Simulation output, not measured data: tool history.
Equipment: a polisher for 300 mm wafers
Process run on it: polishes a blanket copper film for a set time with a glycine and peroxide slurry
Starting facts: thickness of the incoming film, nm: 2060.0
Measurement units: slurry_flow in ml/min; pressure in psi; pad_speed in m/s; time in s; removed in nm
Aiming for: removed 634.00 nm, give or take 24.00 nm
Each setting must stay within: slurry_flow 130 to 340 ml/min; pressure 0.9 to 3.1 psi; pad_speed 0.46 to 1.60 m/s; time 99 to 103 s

run  hour  slurry_flow  pressure  pad_speed  time  removed
  1   0.0          220       2.0       1.02    99   449.91
  2   1.8          220       2.0       1.02    99   441.22
  3   2.5          220       2.1       1.02    99   455.97
  4   3.3          220       2.2       1.02    99   471.48
  5   5.9          220       2.3       1.02    99   492.76
  6  11.5          220       2.4       1.02    99   506.08
  7  18.3          220       2.5       1.02    99   517.03
  8  24.1          220       2.6       1.02    99   535.58
  9  31.1          220       2.7       1.02    99   537.12

Consider the 4 candidate settings below. Which is the only one whose results all fall within their allowed miss of target?
  A  38.1          225       2.9       1.06   103        ?
  B  38.1          160       2.4       1.00    99        ?
  C  38.1          210       2.9       1.22   103        ?
  D  38.1          200       2.8       1.22   103        ?

move  removed
   A   626.71
   B   476.49
   C   698.75
   D   676.11
A: meets every target
B: its largest miss is bigger than the last run's
C: the result that was furthest off in the last run now lies on the other side of its target
D: the result that was furthest off in the last run now lies on the other side of its target
The move that meets every target is A.
